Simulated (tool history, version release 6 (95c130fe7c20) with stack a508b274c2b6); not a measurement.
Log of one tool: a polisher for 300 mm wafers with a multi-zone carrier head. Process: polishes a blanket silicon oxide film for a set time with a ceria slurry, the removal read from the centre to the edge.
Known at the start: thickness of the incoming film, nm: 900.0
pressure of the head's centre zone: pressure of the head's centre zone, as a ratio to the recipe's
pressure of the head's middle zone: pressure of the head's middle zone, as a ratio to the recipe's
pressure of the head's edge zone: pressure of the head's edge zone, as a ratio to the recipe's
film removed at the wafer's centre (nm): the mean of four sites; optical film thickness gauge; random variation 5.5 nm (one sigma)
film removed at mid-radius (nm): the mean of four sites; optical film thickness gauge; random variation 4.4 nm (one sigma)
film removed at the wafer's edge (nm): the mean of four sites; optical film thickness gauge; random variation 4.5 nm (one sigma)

run,hour,flow of slurry (ml/min),pressure of the head's centre zone,pressure of the head's middle zone,pressure of the head's edge zone,polishing time (s),film removed at the wafer's centre (nm),film removed at mid-radius (nm),film removed at the wafer's edge (nm)
1,0.0,135,1.00,1.00,1.00,50,279.25,276.24,273.68
2,1.3,140,1.03,1.00,1.04,54,301.98,301.60,303.69
3,9.6,165,1.03,1.00,1.04,54,316.21,310.66,309.13
4,15.8,135,1.03,1.00,1.04,54,312.45,300.20,302.90
5,21.4,135,1.06,1.00,1.06,57,330.31,316.56,319.02
6,28.0,135,1.06,1.05,1.06,57,329.20,329.59,316.94

Forecast run 7:
7,35.3,140,1.09,1.03,1.08,60,?,?,?

{"run 7": {"film removed at the wafer's centre (nm)": 366.3, "film removed at mid-radius (nm)": 345.32, "film removed at the wafer's edge (nm)": 330.86}}
